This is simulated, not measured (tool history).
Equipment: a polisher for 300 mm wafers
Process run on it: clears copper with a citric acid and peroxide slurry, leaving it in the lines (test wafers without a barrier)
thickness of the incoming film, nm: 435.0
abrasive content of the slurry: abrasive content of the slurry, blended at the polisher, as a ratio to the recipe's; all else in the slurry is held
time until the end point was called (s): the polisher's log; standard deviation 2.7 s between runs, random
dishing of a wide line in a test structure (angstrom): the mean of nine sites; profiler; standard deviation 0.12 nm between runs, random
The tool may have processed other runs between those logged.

run    day  flow of slurry (ml/min)  pressure of the wafer on the pad (psi)  speed of the pad under the wafer (m/s)  abrasive content of the slurry  overpolish time after the end point (s)  time until the end point was called (s)  dishing of a wide line in a test structure (angstrom)
  1  0.000                      185                                     2.7                                    1.38                            1.00                                       14                                   198.04                                                214.900
  2  0.071                      185                                     2.2                                    1.38                            1.00                                       14                                   217.44                                                193.320
  3  0.371                      185                                     2.1                                    1.44                            1.00                                       13                                   219.08                                                178.570
  4  0.550                      145                                     2.1                                    1.44                            1.00                                       13                                   228.14                                                172.170
  5  0.792                      145                                     1.6                                    1.44                            1.00                                       13                                   263.59                                                151.990
  6  1.129                      140                                     1.6                                    1.50                            0.95                                       12                                   264.71                                                136.040
  7  1.383                      140                                     1.7                                    1.58                            0.90                                       11                                   243.05                                                137.440
  8  1.454                      140                                     1.7                                    1.66                            0.85                                       10                                   231.01                                                131.720
  9  1.679                      140                                     1.7                                    1.72                            0.80                                        9                                   222.11                                                121.730
 10  2.050                      180                                     1.6                                    2.10                            0.55                                        4                                   221.40                                                 62.345
 11  2.162                      180                                     1.7                                    2.10                            0.55                                        4                                   203.60                                                 62.743
 12  2.312                      175                                     1.8                                    2.10                            0.55                                        4                                   197.46                                                 65.556
 13  2.575                      170                                     1.9                                    2.10                            0.55                                        4                                   191.46                                                 67.002
 14  2.833                      170                                     1.9                                    2.10                            0.55                                        4                                   194.82                                                 68.400
 15  2.942                      170                                     2.0                                    2.10                            0.55                                        4                                   187.61                                                 68.737
 16  3.200                      175                                     2.7                                    2.14                            0.55                                        5                                   150.13                                                108.440
 17  3.533                      190                                     2.7                                    2.14                            0.55                                        5                                   149.28                                                106.510
 18  3.688                      200                                     2.7                                    2.14                            0.55                                        5                                   146.46                                                108.900
 19  4.021                      210                                     2.7                                    2.14                            0.55                                        5                                   146.93                                                108.440
 20  4.171                      220                                     2.7                                    2.14                            0.55                                        5                                   146.79                                                109.630
 21  4.450                      210                                     2.7                                    2.14                            0.55                                        5                                   148.61                                                111.000
 22  4.667                      195                                     2.7                                    2.14                            0.55                                        5                                   147.35                                                110.780
 23  4.779                      205                                     2.7                                    2.14                            0.55                                        5                                   152.02                                                108.950
     5.000  -- head pressure recalibrated
 24  5.000                      190                                     2.7                                    2.14                            0.55                                        5                                   142.53                                                115.130
 25  5.125                      185                                     2.7                                    2.14                            0.55                                        5                                   140.87                                                113.590

Forecast run 26:
 26  5.371                      175                                     2.6                                    2.14                            0.55                                        5                                        ?                                                      ?

{"run 26": {"time until the end point was called (s)": 148.99, "dishing of a wide line in a test structure (angstrom)": 105.65}}
